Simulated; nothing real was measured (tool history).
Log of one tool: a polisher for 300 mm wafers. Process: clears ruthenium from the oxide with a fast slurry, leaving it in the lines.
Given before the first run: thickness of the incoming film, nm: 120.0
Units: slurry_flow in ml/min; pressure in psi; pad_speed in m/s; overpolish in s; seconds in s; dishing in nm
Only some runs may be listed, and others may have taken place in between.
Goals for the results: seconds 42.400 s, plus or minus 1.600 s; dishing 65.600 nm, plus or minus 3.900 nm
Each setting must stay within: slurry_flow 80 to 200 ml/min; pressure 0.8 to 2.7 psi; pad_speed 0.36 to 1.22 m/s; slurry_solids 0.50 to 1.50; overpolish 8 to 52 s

run 1 hour=0.0 | slurry_flow=130 pressure=1.7 pad_speed=0.78 slurry_solids=1.00 overpolish=26 | seconds=51.573 dishing=41.178
run 2 hour=6.2 | slurry_flow=145 pressure=1.7 pad_speed=0.78 slurry_solids=1.00 overpolish=26 | seconds=50.847 dishing=42.707
run 3 hour=12.8 | slurry_flow=145 pressure=2.1 pad_speed=0.78 slurry_solids=1.00 overpolish=26 | seconds=42.665 dishing=48.479
run 4 hour=20.8 | slurry_flow=145 pressure=2.1 pad_speed=0.78 slurry_solids=1.00 overpolish=28 | seconds=43.079 dishing=49.161
run 5 hour=23.0 | slurry_flow=115 pressure=2.1 pad_speed=0.78 slurry_solids=1.00 overpolish=28 | seconds=45.023 dishing=48.054
run 6 hour=26.1 | slurry_flow=115 pressure=2.1 pad_speed=0.78 slurry_solids=1.00 overpolish=33 | seconds=45.793 dishing=54.501
run 7 hour=29.3 | slurry_flow=120 pressure=2.1 pad_speed=0.78 slurry_solids=1.00 overpolish=34 | seconds=44.098 dishing=55.253
run 8 hour=33.9 | slurry_flow=120 pressure=2.1 pad_speed=0.78 slurry_solids=1.00 overpolish=36 | seconds=44.479 dishing=56.635
run 9 hour=41.0 | slurry_flow=120 pressure=2.1 pad_speed=0.78 slurry_solids=1.00 overpolish=37 | seconds=44.762 dishing=54.850
run 10 hour=44.9 | slurry_flow=120 pressure=2.1 pad_speed=0.78 slurry_solids=1.00 overpolish=39 | seconds=44.682 dishing=59.620
run 11 hour=52.1 | slurry_flow=125 pressure=2.1 pad_speed=0.78 slurry_solids=1.00 overpolish=40 | seconds=43.845 dishing=59.505
run 12 hour=56.2 | slurry_flow=125 pressure=2.1 pad_speed=0.78 slurry_solids=1.00 overpolish=41 | seconds=44.033 dishing=61.072

Of the 4 settings listed for the next run, only one would bring every result within its allowed miss of target. Which one?
run A hour=60.3 | slurry_flow=115 pressure=2.2 pad_speed=0.80 slurry_solids=1.00 overpolish=45 | seconds=? dishing=?
run B hour=60.3 | slurry_flow=120 pressure=2.4 pad_speed=0.76 slurry_solids=1.20 overpolish=35 | seconds=? dishing=?
run C hour=60.3 | slurry_flow=165 pressure=2.4 pad_speed=0.64 slurry_solids=1.15 overpolish=33 | seconds=? dishing=?
run D hour=60.3 | slurry_flow=145 pressure=2.3 pad_speed=0.60 slurry_solids=1.20 overpolish=38 | seconds=? dishing=?

move=A seconds=41.771 dishing=63.194
move=B seconds=37.923 dishing=58.525
move=C seconds=42.179 dishing=53.398
move=D seconds=46.583 dishing=54.700
A: each result inside its tolerance
B: further off than the last run
C: further off than the last run
D: further off than the last run
A meets every target.
